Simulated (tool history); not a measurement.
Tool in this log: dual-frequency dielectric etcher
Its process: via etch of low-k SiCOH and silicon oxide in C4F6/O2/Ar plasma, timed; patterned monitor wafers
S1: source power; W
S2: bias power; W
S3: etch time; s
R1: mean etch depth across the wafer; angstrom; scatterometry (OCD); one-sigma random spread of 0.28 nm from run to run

run 1 hour=0.0 | S1=330 S2=211 S3=40.0 | R1=1026.60
run 2 hour=4.4 | S1=310 S2=207 S3=40.0 | R1=1000.70
run 3 hour=8.4 | S1=290 S2=203 S3=40.0 | R1=981.73
run 4 hour=13.7 | S1=270 S2=198 S3=40.0 | R1=952.75
run 5 hour=21.9 | S1=270 S2=222 S3=40.0 | R1=985.94
run 6 hour=24.8 | S1=260 S2=216 S3=40.0 | R1=959.47
run 7 hour=28.1 | S1=250 S2=214 S3=40.0 | R1=948.08

For run 8, what comes out?
run 8 hour=29.8 | S1=240 S2=212 S3=40.0 | R1=?

Run 8 gave R1 939.82 angstrom.
